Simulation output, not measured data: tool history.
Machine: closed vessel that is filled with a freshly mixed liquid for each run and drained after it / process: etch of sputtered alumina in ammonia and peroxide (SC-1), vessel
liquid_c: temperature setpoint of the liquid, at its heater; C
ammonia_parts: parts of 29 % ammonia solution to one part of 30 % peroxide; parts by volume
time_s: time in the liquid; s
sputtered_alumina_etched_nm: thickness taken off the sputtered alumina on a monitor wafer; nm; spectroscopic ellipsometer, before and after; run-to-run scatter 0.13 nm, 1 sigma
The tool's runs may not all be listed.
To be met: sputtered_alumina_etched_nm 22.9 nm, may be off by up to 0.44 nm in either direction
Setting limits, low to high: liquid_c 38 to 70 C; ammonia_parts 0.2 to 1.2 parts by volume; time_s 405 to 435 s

run	day	liquid_c	ammonia_parts	time_s	sputtered_alumina_etched_nm
1	0	54	0.7	405	28.395
2	0.375	54	0.7	435	30.449
3	0.442	53	0.7	435	28.689
4	0.754	58	0.7	435	37.597
5	1.112	56.5	0.7	435	34.966
6	1.167	56.5	0.5	435	33.924
7	1.212	55.5	0.5	435	31.885
8	1.392	48.5	0.5	435	21.883

Next run, 5 choices. One meets every target within its allowed miss, the rest don't. Which?
A	1.571	48.5	0.55	405	?
B	1.571	50.5	0.4	430	?
C	1.571	49.5	0.6	405	?
D	1.571	49	0.6	435	?
E	1.571	48.5	0.25	435	?

move	sputtered_alumina_etched_nm
A	20.415
B	23.484
C	21.756
D	22.731
E	20.345
A: further off than the last run
B: takes the result that was furthest off past its target
C: further off than the last run
D: every result lands within tolerance
E: further off than the last run
Correct choice: D, which meets every target
